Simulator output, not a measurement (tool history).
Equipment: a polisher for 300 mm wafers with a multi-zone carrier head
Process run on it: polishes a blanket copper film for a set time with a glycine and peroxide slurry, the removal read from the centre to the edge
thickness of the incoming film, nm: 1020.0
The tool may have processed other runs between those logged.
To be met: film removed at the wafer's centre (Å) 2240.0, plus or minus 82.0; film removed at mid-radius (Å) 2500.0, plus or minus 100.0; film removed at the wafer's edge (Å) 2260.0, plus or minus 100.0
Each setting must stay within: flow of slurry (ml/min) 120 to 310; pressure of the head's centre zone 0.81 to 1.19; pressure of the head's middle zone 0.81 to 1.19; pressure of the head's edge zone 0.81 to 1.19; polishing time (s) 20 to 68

| run | hour | flow of slurry (ml/min) | pressure of the head's centre zone | pressure of the head's middle zone | pressure of the head's edge zone | polishing time (s) | film removed at the wafer's centre (Å) | film removed at mid-radius (Å) | film removed at the wafer's edge (Å) |
|---|---|---|---|---|---|---|---|---|---|
| 1 | 0.0 | 200 | 1.00 | 1.00 | 1.00 | 44 | 2031.7 | 1983.6 | 2002.0 |
| 2 | 1.8 | 170 | 1.00 | 1.00 | 1.00 | 44 | 2010.6 | 1979.4 | 1954.6 |
| 3 | 5.8 | 170 | 0.94 | 1.00 | 1.00 | 44 | 1868.8 | 1966.0 | 2000.9 |
| 4 | 10.1 | 170 | 0.94 | 0.94 | 1.00 | 44 | 1885.8 | 1855.3 | 2005.2 |
| 5 | 11.3 | 175 | 0.95 | 0.96 | 1.01 | 45 | 1916.4 | 1984.6 | 2080.2 |
| 6 | 15.2 | 180 | 0.96 | 0.98 | 1.02 | 45 | 1970.8 | 1987.9 | 2064.7 |
| 7 | 22.2 | 180 | 0.96 | 0.98 | 1.02 | 45 | 1978.2 | 2020.4 | 2088.2 |
| 8 | 23.2 | 185 | 0.97 | 1.00 | 1.03 | 45 | 2022.9 | 2085.5 | 2089.9 |
| 9 | 25.2 | 190 | 0.97 | 1.01 | 1.04 | 45 | 2010.5 | 2076.4 | 2055.7 |
| 10 | 27.0 | 190 | 0.97 | 1.02 | 1.04 | 46 | 2056.3 | 2121.1 | 2161.1 |
| 11 | 34.5 | 190 | 0.97 | 1.04 | 1.04 | 46 | 2052.9 | 2144.3 | 2113.7 |
| 12 | 42.0 | 190 | 0.97 | 1.04 | 1.04 | 46 | 2014.8 | 2165.4 | 2154.9 |

4 candidate next runs follow, results not yet known. Just one meets every target within its allowed miss. Identify it.
| A | 49.5 | 200 | 0.95 | 1.12 | 1.01 | 45 | ? | ? | ? |
| B | 49.5 | 155 | 1.04 | 1.19 | 1.08 | 49 | ? | ? | ? |
| C | 49.5 | 235 | 1.09 | 1.12 | 1.01 | 48 | ? | ? | ? |
| D | 49.5 | 145 | 0.93 | 0.82 | 1.05 | 55 | ? | ? | ? |

| move | film removed at the wafer's centre (Å) | film removed at mid-radius (Å) | film removed at the wafer's edge (Å) |
|---|---|---|---|
| A | 1988.8 | 2252.2 | 2093.8 |
| B | 2268.6 | 2480.9 | 2286.0 |
| C | 2494.4 | 2451.5 | 2268.6 |
| D | 2238.3 | 2011.8 | 2520.6 |
A: nearer than the last run, and not there yet
B: in spec on every target
C: brings the last run's worst result on target, with another outside its allowed miss
D: lands further from the targets than the last run did
Answer: B

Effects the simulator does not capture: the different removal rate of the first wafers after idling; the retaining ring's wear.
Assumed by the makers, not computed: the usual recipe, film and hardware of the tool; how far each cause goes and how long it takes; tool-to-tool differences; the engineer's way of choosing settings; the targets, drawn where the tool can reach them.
